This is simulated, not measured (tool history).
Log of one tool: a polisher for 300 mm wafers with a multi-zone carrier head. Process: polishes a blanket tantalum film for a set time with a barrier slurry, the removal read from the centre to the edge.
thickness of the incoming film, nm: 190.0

run	hour	flow of slurry (ml/min)	pressure of the head's centre zone	pressure of the head's middle zone	pressure of the head's edge zone	abrasive content of the slurry	polishing time (s)	film removed at the wafer's centre (angstrom)	film removed at mid-radius (angstrom)	film removed at the wafer's edge (angstrom)
1	0.0	225	1.00	1.00	1.00	1.00	54	607.43	590.31	587.94
2	2.9	225	1.00	1.01	0.97	0.90	48	512.74	513.98	505.08
3	9.4	225	1.00	1.01	0.97	0.75	48	499.23	500.96	496.01
4	11.5	225	1.02	1.02	0.94	0.70	43	447.61	445.84	419.99
5	19.9	225	1.02	1.02	0.94	0.70	52	530.57	542.31	502.68
6	26.5	220	1.02	1.01	0.92	0.65	48	480.19	476.13	455.94
7	30.9	225	1.02	1.02	0.91	0.60	44	430.17	441.42	404.88
8	32.2	230	1.02	1.01	0.90	0.60	41	409.49	409.21	379.37
9	36.0	235	1.02	1.01	0.89	0.60	39	387.29	387.45	359.61
10	40.8	235	1.03	1.02	0.81	0.50	30	290.37	285.44	252.00
11	48.1	240	1.03	1.02	0.83	0.50	30	294.59	287.54	259.22
12	49.5	240	1.03	1.03	0.85	0.50	30	283.60	291.38	264.86
13	55.3	240	1.04	1.04	0.85	0.55	30	306.22	301.82	267.72
14	56.3	240	1.04	1.04	0.86	0.55	30	302.52	296.32	268.75
15	57.0	240	1.04	1.05	0.87	0.60	30	313.37	307.55	275.24

Forecast run 16:
16	62.8	240	1.04	1.05	0.88	0.60	30	?	?	?

Run 16 came out at film removed at the wafer's centre (angstrom) 311.84, film removed at mid-radius (angstrom) 310.78, film removed at the wafer's edge (angstrom) 276.91.
